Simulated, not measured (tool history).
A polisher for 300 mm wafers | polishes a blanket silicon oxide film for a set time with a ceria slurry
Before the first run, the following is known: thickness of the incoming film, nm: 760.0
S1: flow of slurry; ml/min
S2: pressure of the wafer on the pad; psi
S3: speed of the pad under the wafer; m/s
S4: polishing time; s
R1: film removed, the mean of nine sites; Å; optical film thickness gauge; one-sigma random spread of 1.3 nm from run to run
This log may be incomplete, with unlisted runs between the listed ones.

Run 1, hour 0.0: S1 225 ml/min, S2 2.4 psi, S3 1.34 m/s, S4 55 s. Result: R1 2118.3 Å.
Run 2, hour 8.2: S1 225 ml/min, S2 2.0 psi, S3 1.28 m/s, S4 55 s. Result: R1 1761.4 Å.
Run 3, hour 11.9: S1 225 ml/min, S2 2.0 psi, S3 1.28 m/s, S4 55 s. Result: R1 1809.6 Å.
Run 4, hour 18.7: S1 220 ml/min, S2 1.7 psi, S3 1.16 m/s, S4 55 s. Result: R1 1390.4 Å.
Run 5, hour 24.2: S1 215 ml/min, S2 1.5 psi, S3 1.16 m/s, S4 55 s. Result: R1 1256.5 Å.
Run 6, hour 28.2: S1 210 ml/min, S2 1.4 psi, S3 1.16 m/s, S4 55 s. Result: R1 1185.4 Å.

Run 7 is up next; what results do you expect?
Run 7, hour 32.8: S1 200 ml/min, S2 1.3 psi, S3 1.16 m/s, S4 55 s. Result: R1 ?.

Run 7 yielded R1 1096.5 Å.
